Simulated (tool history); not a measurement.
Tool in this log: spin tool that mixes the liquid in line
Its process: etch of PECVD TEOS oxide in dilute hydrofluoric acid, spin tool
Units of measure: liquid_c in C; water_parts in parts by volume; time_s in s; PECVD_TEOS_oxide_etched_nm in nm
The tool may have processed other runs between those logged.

{"run": 1, "hour": 0.0, "liquid_c": 24.0, "water_parts": 75, "time_s": 165, "PECVD_TEOS_oxide_etched_nm": 48.314}
{"run": 2, "hour": 8.6, "liquid_c": 24.0, "water_parts": 50, "time_s": 165, "PECVD_TEOS_oxide_etched_nm": 75.693}
{"run": 3, "hour": 16.8, "liquid_c": 24.0, "water_parts": 60, "time_s": 165, "PECVD_TEOS_oxide_etched_nm": 61.494}
{"run": 4, "hour": 20.5, "liquid_c": 24.0, "water_parts": 60, "time_s": 175, "PECVD_TEOS_oxide_etched_nm": 65.355}
{"run": 5, "hour": 22.3, "liquid_c": 21.5, "water_parts": 60, "time_s": 175, "PECVD_TEOS_oxide_etched_nm": 58.223}
{"run": 6, "hour": 30.7, "liquid_c": 20.5, "water_parts": 70, "time_s": 175, "PECVD_TEOS_oxide_etched_nm": 48.724}
{"run": 7, "hour": 32.5, "liquid_c": 19.5, "water_parts": 80, "time_s": 175, "PECVD_TEOS_oxide_etched_nm": 40.04}
{"run": 8, "hour": 38.4, "liquid_c": 19.0, "water_parts": 90, "time_s": 175, "PECVD_TEOS_oxide_etched_nm": 34.245}
{"run": 9, "hour": 40.9, "liquid_c": 18.5, "water_parts": 95, "time_s": 175, "PECVD_TEOS_oxide_etched_nm": 31.867}
{"run": 10, "hour": 45.0, "liquid_c": 18.0, "water_parts": 100, "time_s": 175, "PECVD_TEOS_oxide_etched_nm": 29.34}

For run 11, what comes out?
{"run": 11, "hour": 52.6, "liquid_c": 18.0, "water_parts": 105, "time_s": 175, "PECVD_TEOS_oxide_etched_nm": "?"}

Run 11 measured PECVD_TEOS_oxide_etched_nm 27.736 nm.
